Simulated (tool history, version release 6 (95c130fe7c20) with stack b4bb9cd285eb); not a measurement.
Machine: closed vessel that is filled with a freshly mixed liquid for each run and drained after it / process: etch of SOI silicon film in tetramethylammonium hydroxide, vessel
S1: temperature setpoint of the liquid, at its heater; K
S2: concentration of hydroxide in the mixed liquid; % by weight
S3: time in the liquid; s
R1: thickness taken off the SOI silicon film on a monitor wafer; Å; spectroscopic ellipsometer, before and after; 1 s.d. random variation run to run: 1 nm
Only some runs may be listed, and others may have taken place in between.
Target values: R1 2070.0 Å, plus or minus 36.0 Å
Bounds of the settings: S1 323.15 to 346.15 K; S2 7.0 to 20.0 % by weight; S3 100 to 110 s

Run 1, hour 0.0: S1 333.15 K, S2 13.5 % by weight, S3 100 s. Result: R1 3344.8 Å.
Run 2, hour 2.7: S1 331.65 K, S2 13.5 % by weight, S3 100 s. Result: R1 3044.5 Å.
Run 3, hour 6.6: S1 331.65 K, S2 11.5 % by weight, S3 100 s. Result: R1 3270.5 Å.
Run 4, hour 15.2: S1 330.65 K, S2 11.5 % by weight, S3 100 s. Result: R1 3055.3 Å.
Run 5, hour 23.7: S1 329.65 K, S2 11.5 % by weight, S3 100 s. Result: R1 2880.9 Å.
Run 6, hour 29.6: S1 328.65 K, S2 11.5 % by weight, S3 100 s. Result: R1 2691.3 Å.
Run 7, hour 36.4: S1 328.65 K, S2 11.5 % by weight, S3 100 s. Result: R1 2710.8 Å.
Run 8, hour 44.6: S1 323.65 K, S2 11.5 % by weight, S3 100 s. Result: R1 1965.7 Å.
Run 9, hour 45.7: S1 324.15 K, S2 11.5 % by weight, S3 100 s. Result: R1 2003.1 Å.

Below are 4 possible settings for the next run. Only one of them brings all results inside the allowed miss of their targets. Which is it?
Run A, hour 46.8: S1 323.65 K, S2 10.0 % by weight, S3 105 s. Result: R1 ?.
Run B, hour 46.8: S1 325.15 K, S2 14.5 % by weight, S3 110 s. Result: R1 ?.
Run C, hour 46.8: S1 323.15 K, S2 11.0 % by weight, S3 100 s. Result: R1 ?.
Run D, hour 46.8: S1 324.15 K, S2 13.5 % by weight, S3 110 s. Result: R1 ?.

move      R1
   A  2128.7
   B  2111.5
   C  1898.8
   D  2049.5
A: takes the result that was furthest off past its target
B: takes the result that was furthest off past its target
C: its largest miss is bigger than the last run's
D: every result within its allowed miss
The right move is D.
